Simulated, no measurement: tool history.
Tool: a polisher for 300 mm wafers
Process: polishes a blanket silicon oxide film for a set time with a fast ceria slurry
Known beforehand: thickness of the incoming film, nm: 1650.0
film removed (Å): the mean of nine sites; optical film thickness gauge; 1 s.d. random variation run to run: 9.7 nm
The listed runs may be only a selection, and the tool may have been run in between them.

run    day  flow of slurry (ml/min)  pressure of the wafer on the pad (kPa)  speed of the pad under the wafer (m/s)  polishing time (s)  film removed (Å)
  1      0                      270                                    13.1                                     1.1                  47            5483.2
  2  0.162                      270                                    10.3                                     1.1                  47            4306.6
  3  0.233                      270                                    12.4                                    1.12                  47            5314.4
  4  0.475                      270                                     9.7                                    1.12                  47            4208.7
  5   0.75                      270                                    11.7                                    1.14                  47            5002.1
  6  0.854                      270                                     8.3                                    1.14                  47            3604.7

What will run 7 give?
  7  0.925                      270                                    10.3                                    1.16                  47                 ?

Run 7 came out at film removed (Å) 4399.5.
